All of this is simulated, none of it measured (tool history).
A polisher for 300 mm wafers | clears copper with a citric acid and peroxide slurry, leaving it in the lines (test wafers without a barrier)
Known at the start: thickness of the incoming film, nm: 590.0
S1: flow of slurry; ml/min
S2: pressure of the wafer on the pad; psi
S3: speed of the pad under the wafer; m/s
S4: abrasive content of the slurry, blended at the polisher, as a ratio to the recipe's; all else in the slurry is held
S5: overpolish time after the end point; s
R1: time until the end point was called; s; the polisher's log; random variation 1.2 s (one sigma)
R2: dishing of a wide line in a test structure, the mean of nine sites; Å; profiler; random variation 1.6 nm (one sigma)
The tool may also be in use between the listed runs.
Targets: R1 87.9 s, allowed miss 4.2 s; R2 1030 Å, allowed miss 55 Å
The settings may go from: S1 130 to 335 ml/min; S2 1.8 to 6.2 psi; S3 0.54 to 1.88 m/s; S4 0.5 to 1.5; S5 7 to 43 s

{"run": 1, "hour": 0.0, "S1": 215, "S2": 4, "S3": 1.2, "S4": 1, "S5": 22, "R1": 176.06, "R2": 439.37}
{"run": 2, "hour": 1.8, "S1": 215, "S2": 4.2, "S3": 1.22, "S4": 1, "S5": 23, "R1": 164.71, "R2": 468.27}
{"run": 3, "hour": 10.3, "S1": 215, "S2": 4.2, "S3": 1.22, "S4": 1, "S5": 30, "R1": 164.94, "R2": 583.19}
{"run": 4, "hour": 11.4, "S1": 215, "S2": 4.4, "S3": 1.24, "S4": 1, "S5": 30, "R1": 155.24, "R2": 600.08}
{"run": 5, "hour": 16.5, "S1": 215, "S2": 5.3, "S3": 1.24, "S4": 1, "S5": 30, "R1": 130.76, "R2": 692.43}
{"run": 6, "hour": 25.4, "S1": 190, "S2": 5.3, "S3": 1.24, "S4": 1, "S5": 30, "R1": 131.19, "R2": 682.01}
{"run": 7, "hour": 33.2, "S1": 190, "S2": 5.4, "S3": 1.26, "S4": 1, "S5": 30, "R1": 126.54, "R2": 704.61}
{"run": 8, "hour": 39.8, "S1": 195, "S2": 6.2, "S3": 1.5, "S4": 1, "S5": 32, "R1": 96.021, "R2": 895.63}
{"run": 9, "hour": 47.4, "S1": 195, "S2": 6.2, "S3": 1.52, "S4": 1, "S5": 32, "R1": 93.983, "R2": 941.54}
{"run": 10, "hour": 54.3, "S1": 200, "S2": 6.2, "S3": 1.62, "S4": 1, "S5": 33, "R1": 88.762, "R2": 962.49}

5 next moves are on the table. One of them brings every result within its allowed miss. Which?
{"run": "A", "hour": 61.2, "S1": 225, "S2": 5.7, "S3": 1.74, "S4": 1.2, "S5": 27, "R1": "?", "R2": "?"}
{"run": "B", "hour": 61.2, "S1": 220, "S2": 5.5, "S3": 1.62, "S4": 1.2, "S5": 33, "R1": "?", "R2": "?"}
{"run": "C", "hour": 61.2, "S1": 260, "S2": 6.2, "S3": 1.6, "S4": 0.85, "S5": 38, "R1": "?", "R2": "?"}
{"run": "D", "hour": 61.2, "S1": 175, "S2": 5.8, "S3": 1.62, "S4": 1.1, "S5": 28, "R1": "?", "R2": "?"}
{"run": "E", "hour": 61.2, "S1": 285, "S2": 6, "S3": 1.5, "S4": 1.25, "S5": 28, "R1": "?", "R2": "?"}

move=A R1=81.924 R2=869.78
move=B R1=91.234 R2=916.5
move=C R1=86.614 R2=1032.7
move=D R1=93.119 R2=822.37
move=E R1=86.062 R2=867.17
A: further off than the last run
B: further off than the last run
C: meets every target
D: further off than the last run
E: further off than the last run
Move C is the one to make.
